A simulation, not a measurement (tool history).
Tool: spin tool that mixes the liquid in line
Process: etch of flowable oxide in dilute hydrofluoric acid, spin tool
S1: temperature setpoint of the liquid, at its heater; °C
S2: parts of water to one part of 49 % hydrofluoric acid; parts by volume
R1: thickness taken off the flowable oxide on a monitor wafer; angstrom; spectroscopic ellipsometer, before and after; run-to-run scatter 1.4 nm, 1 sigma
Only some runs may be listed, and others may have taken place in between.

run 1 hour=0.0 | S1=21.0 S2=95 time_under_the_liquid_(s)=205 | R1=939.68
run 2 hour=7.0 | S1=22.0 S2=95 time_under_the_liquid_(s)=205 | R1=969.79
run 3 hour=15.9 | S1=23.0 S2=90 time_under_the_liquid_(s)=205 | R1=1078.00
run 4 hour=18.3 | S1=23.0 S2=60 time_under_the_liquid_(s)=205 | R1=1688.30
run 5 hour=20.3 | S1=22.5 S2=60 time_under_the_liquid_(s)=205 | R1=1650.10
run 6 hour=27.4 | S1=22.5 S2=90 time_under_the_liquid_(s)=205 | R1=1065.10
run 7 hour=35.2 | S1=23.5 S2=90 time_under_the_liquid_(s)=205 | R1=1106.40
run 8 hour=41.9 | S1=24.0 S2=90 time_under_the_liquid_(s)=205 | R1=1134.10
run 9 hour=42.9 | S1=24.5 S2=90 time_under_the_liquid_(s)=205 | R1=1159.00

Forecast run 10:
run 10 hour=49.4 | S1=25.0 S2=90 time_under_the_liquid_(s)=205 | R1=?

R1: 1156.90 angstrom
